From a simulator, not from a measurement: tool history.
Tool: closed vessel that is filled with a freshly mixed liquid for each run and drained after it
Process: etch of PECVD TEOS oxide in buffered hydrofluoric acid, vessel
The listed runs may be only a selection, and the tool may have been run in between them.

run,hour,temperature setpoint of the liquid (K),parts of 40 % ammonium fluoride to one part of 49 % hydrofluoric acid (parts by volume),time in the liquid (s),thickness taken off the PECVD TEOS oxide on a monitor wafer (nm)
1,0,294.15,17,100,173.18
2,5.5,294.15,17,110,190.47
3,11.1,292.65,17,110,175.86
4,19.5,292.65,17,100,157.67
5,27.7,294.15,17,100,171.9
6,29.4,296.15,17,100,193.37
7,34.5,296.65,17,100,199.12

Run 8, settings as shown, results not yet in. Your forecast:
8,38.4,297.15,17,100,?

{"run 8": {"thickness taken off the PECVD TEOS oxide on a monitor wafer (nm)": 200.69}}
